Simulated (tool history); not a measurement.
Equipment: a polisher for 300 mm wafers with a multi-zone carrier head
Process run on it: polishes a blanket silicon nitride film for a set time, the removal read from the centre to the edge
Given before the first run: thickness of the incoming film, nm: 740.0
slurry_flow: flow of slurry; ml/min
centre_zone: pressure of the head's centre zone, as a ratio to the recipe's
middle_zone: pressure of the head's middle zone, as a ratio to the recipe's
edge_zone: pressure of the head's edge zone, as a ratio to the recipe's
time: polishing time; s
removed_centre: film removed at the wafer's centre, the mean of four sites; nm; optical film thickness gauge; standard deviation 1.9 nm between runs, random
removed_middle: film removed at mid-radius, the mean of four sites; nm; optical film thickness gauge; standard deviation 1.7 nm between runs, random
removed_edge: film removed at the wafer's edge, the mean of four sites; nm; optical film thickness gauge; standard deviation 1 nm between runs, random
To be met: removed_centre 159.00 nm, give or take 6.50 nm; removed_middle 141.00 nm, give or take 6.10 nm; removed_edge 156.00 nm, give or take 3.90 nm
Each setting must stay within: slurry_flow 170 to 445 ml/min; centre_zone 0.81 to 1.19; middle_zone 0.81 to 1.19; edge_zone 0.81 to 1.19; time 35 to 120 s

run 1 hour=0.0 | slurry_flow=285 centre_zone=1.00 middle_zone=1.00 edge_zone=1.00 time=77 | removed_centre=181.26 removed_middle=176.82 removed_edge=183.74
run 2 hour=5.7 | slurry_flow=285 centre_zone=1.00 middle_zone=1.00 edge_zone=1.00 time=67 | removed_centre=160.84 removed_middle=153.01 removed_edge=157.76
run 3 hour=12.9 | slurry_flow=285 centre_zone=1.00 middle_zone=1.00 edge_zone=0.95 time=67 | removed_centre=157.14 removed_middle=152.80 removed_edge=154.20
run 4 hour=13.7 | slurry_flow=285 centre_zone=1.00 middle_zone=0.98 edge_zone=0.96 time=67 | removed_centre=158.08 removed_middle=153.21 removed_edge=155.00
run 5 hour=17.1 | slurry_flow=320 centre_zone=1.00 middle_zone=0.98 edge_zone=0.96 time=67 | removed_centre=161.45 removed_middle=153.28 removed_edge=158.06
run 6 hour=22.7 | slurry_flow=320 centre_zone=1.00 middle_zone=1.01 edge_zone=0.96 time=67 | removed_centre=158.09 removed_middle=158.69 removed_edge=157.37
run 7 hour=23.7 | slurry_flow=310 centre_zone=1.00 middle_zone=0.99 edge_zone=0.97 time=67 | removed_centre=161.14 removed_middle=152.99 removed_edge=156.94
run 8 hour=25.7 | slurry_flow=305 centre_zone=0.99 middle_zone=0.97 edge_zone=0.97 time=67 | removed_centre=159.39 removed_middle=151.38 removed_edge=156.98
run 9 hour=30.1 | slurry_flow=300 centre_zone=0.99 middle_zone=0.95 edge_zone=0.98 time=67 | removed_centre=157.97 removed_middle=150.12 removed_edge=157.38

Of the 5 settings listed for the next run, only one would bring every result within its allowed miss of target. Which one?
run A hour=34.5 | slurry_flow=335 centre_zone=0.93 middle_zone=0.99 edge_zone=0.92 time=68 | removed_centre=? removed_middle=? removed_edge=?
run B hour=34.5 | slurry_flow=375 centre_zone=0.97 middle_zone=1.06 edge_zone=1.04 time=64 | removed_centre=? removed_middle=? removed_edge=?
run C hour=34.5 | slurry_flow=310 centre_zone=0.96 middle_zone=1.05 edge_zone=0.94 time=65 | removed_centre=? removed_middle=? removed_edge=?
run D hour=34.5 | slurry_flow=320 centre_zone=0.93 middle_zone=0.96 edge_zone=0.97 time=66 | removed_centre=? removed_middle=? removed_edge=?
run E hour=34.5 | slurry_flow=330 centre_zone=1.02 middle_zone=0.91 edge_zone=1.04 time=64 | removed_centre=? removed_middle=? removed_edge=?

move=A removed_centre=151.86 removed_middle=158.49 removed_edge=155.31
move=B removed_centre=150.20 removed_middle=159.50 removed_edge=155.98
move=C removed_centre=148.35 removed_middle=158.08 removed_edge=149.01
move=D removed_centre=146.69 removed_middle=149.27 removed_edge=154.10
move=E removed_centre=155.32 removed_middle=138.74 removed_edge=155.00
A: the biggest miss grows against the last run
B: the biggest miss grows against the last run
C: the biggest miss grows against the last run
D: the biggest miss grows against the last run
E: every result within its allowed miss
E is the move that brings every result within its allowed miss.

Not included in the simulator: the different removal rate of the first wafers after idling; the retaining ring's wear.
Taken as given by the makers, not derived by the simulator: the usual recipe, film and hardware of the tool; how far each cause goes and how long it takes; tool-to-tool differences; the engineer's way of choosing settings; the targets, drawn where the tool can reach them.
